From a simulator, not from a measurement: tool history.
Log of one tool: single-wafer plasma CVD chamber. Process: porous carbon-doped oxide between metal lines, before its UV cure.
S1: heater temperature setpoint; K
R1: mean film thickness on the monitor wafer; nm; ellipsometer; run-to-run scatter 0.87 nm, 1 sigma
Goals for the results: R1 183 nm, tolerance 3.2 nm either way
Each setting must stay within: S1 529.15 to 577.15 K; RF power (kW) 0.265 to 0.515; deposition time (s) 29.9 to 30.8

{"run": 1, "hour": 0.0, "S1": 553.15, "RF power (kW)": 0.39, "deposition time (s)": 29.9, "R1": 160.87}
{"run": 2, "hour": 3.1, "S1": 560.15, "RF power (kW)": 0.39, "deposition time (s)": 29.9, "R1": 154.7}
{"run": 3, "hour": 10.8, "S1": 560.15, "RF power (kW)": 0.335, "deposition time (s)": 29.9, "R1": 137.73}
{"run": 4, "hour": 12.9, "S1": 560.15, "RF power (kW)": 0.375, "deposition time (s)": 29.9, "R1": 148.99}
{"run": 5, "hour": 16.0, "S1": 560.15, "RF power (kW)": 0.375, "deposition time (s)": 29.9, "R1": 149.92}
{"run": 6, "hour": 20.9, "S1": 551.15, "RF power (kW)": 0.385, "deposition time (s)": 29.9, "R1": 161.59}
{"run": 7, "hour": 22.6, "S1": 539.15, "RF power (kW)": 0.395, "deposition time (s)": 29.9, "R1": 176.84}
{"run": 8, "hour": 23.5, "S1": 537.15, "RF power (kW)": 0.395, "deposition time (s)": 29.9, "R1": 179.19}
{"run": 9, "hour": 26.2, "S1": 536.15, "RF power (kW)": 0.395, "deposition time (s)": 29.9, "R1": 178.68}

4 candidate next runs follow, results not yet known. Just one meets every target within its allowed miss. Identify it.
{"run": "A", "hour": 28.9, "S1": 541.15, "RF power (kW)": 0.43, "deposition time (s)": 30.6, "R1": "?"}
{"run": "B", "hour": 28.9, "S1": 529.15, "RF power (kW)": 0.385, "deposition time (s)": 30.8, "R1": "?"}
{"run": "C", "hour": 28.9, "S1": 534.15, "RF power (kW)": 0.4, "deposition time (s)": 30.8, "R1": "?"}
{"run": "D", "hour": 28.9, "S1": 540.15, "RF power (kW)": 0.405, "deposition time (s)": 30.4, "R1": "?"}

move=A R1=190.5
move=B R1=189.04
move=C R1=188.92
move=D R1=181.67
A: carries the result that was furthest off beyond its target, to the other side
B: carries the result that was furthest off beyond its target, to the other side
C: carries the result that was furthest off beyond its target, to the other side
D: all results in spec
D meets every target.

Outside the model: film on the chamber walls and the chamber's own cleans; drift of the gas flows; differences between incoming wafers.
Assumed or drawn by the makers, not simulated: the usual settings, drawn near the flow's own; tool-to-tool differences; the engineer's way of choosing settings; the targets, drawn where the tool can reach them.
